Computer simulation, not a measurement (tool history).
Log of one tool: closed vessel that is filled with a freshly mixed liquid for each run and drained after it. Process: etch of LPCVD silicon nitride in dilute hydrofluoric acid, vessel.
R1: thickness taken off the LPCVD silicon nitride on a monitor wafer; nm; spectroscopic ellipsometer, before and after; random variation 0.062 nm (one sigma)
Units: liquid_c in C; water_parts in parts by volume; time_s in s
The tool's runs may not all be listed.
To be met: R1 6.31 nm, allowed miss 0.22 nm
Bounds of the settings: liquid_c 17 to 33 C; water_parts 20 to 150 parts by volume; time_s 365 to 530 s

Run 1, day 0: liquid_c 25 C, water_parts 85 parts by volume, time_s 530 s. Result: R1 3.4254 nm.
Run 2, day 0.175: liquid_c 25 C, water_parts 65 parts by volume, time_s 530 s. Result: R1 4.5542 nm.
Run 3, day 0.404: liquid_c 22.5 C, water_parts 65 parts by volume, time_s 530 s. Result: R1 3.7835 nm.
Run 4, day 0.512: liquid_c 22.5 C, water_parts 65 parts by volume, time_s 365 s. Result: R1 2.6142 nm.
Run 5, day 0.804: liquid_c 20 C, water_parts 65 parts by volume, time_s 365 s. Result: R1 2.2347 nm.
Run 6, day 0.958: liquid_c 23.5 C, water_parts 65 parts by volume, time_s 365 s. Result: R1 2.8092 nm.
Run 7, day 1.142: liquid_c 26.5 C, water_parts 60 parts by volume, time_s 365 s. Result: R1 3.6801 nm.
Run 8, day 1.35: liquid_c 28.5 C, water_parts 55 parts by volume, time_s 365 s. Result: R1 4.6237 nm.
Run 9, day 1.579: liquid_c 30 C, water_parts 55 parts by volume, time_s 365 s. Result: R1 5.0667 nm.
Run 10, day 1.742: liquid_c 31 C, water_parts 55 parts by volume, time_s 365 s. Result: R1 5.4348 nm.
Run 11, day 1.967: liquid_c 31.5 C, water_parts 55 parts by volume, time_s 365 s. Result: R1 5.5587 nm.
Run 12, day 2.133: liquid_c 32 C, water_parts 55 parts by volume, time_s 365 s. Result: R1 5.7411 nm.

5 next moves are on the table. One of them brings every result within its allowed miss. Which?
Run A, day 2.3: liquid_c 28 C, water_parts 50 parts by volume, time_s 465 s. Result: R1 ?.
Run B, day 2.3: liquid_c 29.5 C, water_parts 55 parts by volume, time_s 520 s. Result: R1 ?.
Run C, day 2.3: liquid_c 30.5 C, water_parts 55 parts by volume, time_s 365 s. Result: R1 ?.
Run D, day 2.3: liquid_c 30.5 C, water_parts 65 parts by volume, time_s 495 s. Result: R1 ?.
Run E, day 2.3: liquid_c 30.5 C, water_parts 65 parts by volume, time_s 490 s. Result: R1 ?.

move      R1
   A  6.2279
   B  6.9877
   C  5.2306
   D  6.0074
   E  5.9467
A: meets every target
B: takes the result that was furthest off past its target
C: further off than the last run
D: nearer than the last run, and not there yet
E: nearer than the last run, and not there yet
Answer: A
